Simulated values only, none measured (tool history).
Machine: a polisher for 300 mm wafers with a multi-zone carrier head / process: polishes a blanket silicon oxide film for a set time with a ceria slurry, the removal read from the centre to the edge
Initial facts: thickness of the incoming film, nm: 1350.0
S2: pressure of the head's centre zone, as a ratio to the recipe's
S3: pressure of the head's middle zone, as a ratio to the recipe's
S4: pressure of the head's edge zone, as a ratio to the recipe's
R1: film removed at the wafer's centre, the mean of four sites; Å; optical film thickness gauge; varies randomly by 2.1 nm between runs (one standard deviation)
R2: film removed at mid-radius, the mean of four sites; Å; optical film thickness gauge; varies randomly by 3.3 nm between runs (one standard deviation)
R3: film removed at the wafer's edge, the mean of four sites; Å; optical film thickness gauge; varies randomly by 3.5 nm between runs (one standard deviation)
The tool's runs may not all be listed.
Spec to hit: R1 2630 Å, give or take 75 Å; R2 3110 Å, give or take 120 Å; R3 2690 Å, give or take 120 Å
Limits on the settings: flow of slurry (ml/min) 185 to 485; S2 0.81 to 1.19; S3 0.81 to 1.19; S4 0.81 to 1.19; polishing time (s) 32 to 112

{"run": 1, "hour": 0.0, "flow of slurry (ml/min)": 310, "S2": 1, "S3": 1, "S4": 1, "polishing time (s)": 72, "R1": 2409.3, "R2": 2396.9, "R3": 2219}
{"run": 2, "hour": 5.7, "flow of slurry (ml/min)": 235, "S2": 1, "S3": 1, "S4": 1, "polishing time (s)": 72, "R1": 2334.2, "R2": 2219.7, "R3": 2258.2}
{"run": 3, "hour": 7.3, "flow of slurry (ml/min)": 235, "S2": 1, "S3": 0.95, "S4": 1, "polishing time (s)": 72, "R1": 2311, "R2": 2201.9, "R3": 2203}
{"run": 4, "hour": 10.7, "flow of slurry (ml/min)": 265, "S2": 0.98, "S3": 0.98, "S4": 1.01, "polishing time (s)": 74, "R1": 2378.6, "R2": 2347, "R3": 2367.1}
{"run": 5, "hour": 16.2, "flow of slurry (ml/min)": 265, "S2": 1.06, "S3": 0.98, "S4": 1.01, "polishing time (s)": 74, "R1": 2593.7, "R2": 2308.2, "R3": 2332.1}
{"run": 6, "hour": 18.8, "flow of slurry (ml/min)": 290, "S2": 1.04, "S3": 1.01, "S4": 1.02, "polishing time (s)": 75, "R1": 2612.8, "R2": 2428.9, "R3": 2398.9}
{"run": 7, "hour": 21.4, "flow of slurry (ml/min)": 310, "S2": 1.02, "S3": 1.04, "S4": 1.03, "polishing time (s)": 76, "R1": 2587.7, "R2": 2549.5, "R3": 2433.9}
{"run": 8, "hour": 26.8, "flow of slurry (ml/min)": 325, "S2": 1.01, "S3": 1.06, "S4": 1.04, "polishing time (s)": 77, "R1": 2633.4, "R2": 2641.6, "R3": 2508.4}
{"run": 9, "hour": 33.6, "flow of slurry (ml/min)": 340, "S2": 1, "S3": 1.08, "S4": 1.04, "polishing time (s)": 77, "R1": 2566, "R2": 2687.8, "R3": 2518.4}

Pick the move, out of 4, that brings all results within their allowed miss; only one does.
{"run": "A", "hour": 40.4, "flow of slurry (ml/min)": 485, "S2": 1, "S3": 1.08, "S4": 0.83, "polishing time (s)": 80, "R1": "?", "R2": "?", "R3": "?"}
{"run": "B", "hour": 40.4, "flow of slurry (ml/min)": 480, "S2": 0.89, "S3": 1.1, "S4": 0.93, "polishing time (s)": 85, "R1": "?", "R2": "?", "R3": "?"}
{"run": "C", "hour": 40.4, "flow of slurry (ml/min)": 465, "S2": 0.97, "S3": 1.1, "S4": 0.93, "polishing time (s)": 85, "R1": "?", "R2": "?", "R3": "?"}
{"run": "D", "hour": 40.4, "flow of slurry (ml/min)": 365, "S2": 1, "S3": 1.14, "S4": 0.99, "polishing time (s)": 78, "R1": "?", "R2": "?", "R3": "?"}

move=A R1=2784.3 R2=2908.8 R3=2428.1
move=B R1=2628.9 R2=3137.8 R3=2714.4
move=C R1=2861 R2=3130.2 R3=2710.2
move=D R1=2656 R2=2907.5 R3=2525.7
A: closes in on the targets versus the last run, not all within tolerance yet
B: every result lands within tolerance
C: the furthest-off result lands on target, but another misses its tolerance
D: closes in on the targets versus the last run, not all within tolerance yet
Answer: B

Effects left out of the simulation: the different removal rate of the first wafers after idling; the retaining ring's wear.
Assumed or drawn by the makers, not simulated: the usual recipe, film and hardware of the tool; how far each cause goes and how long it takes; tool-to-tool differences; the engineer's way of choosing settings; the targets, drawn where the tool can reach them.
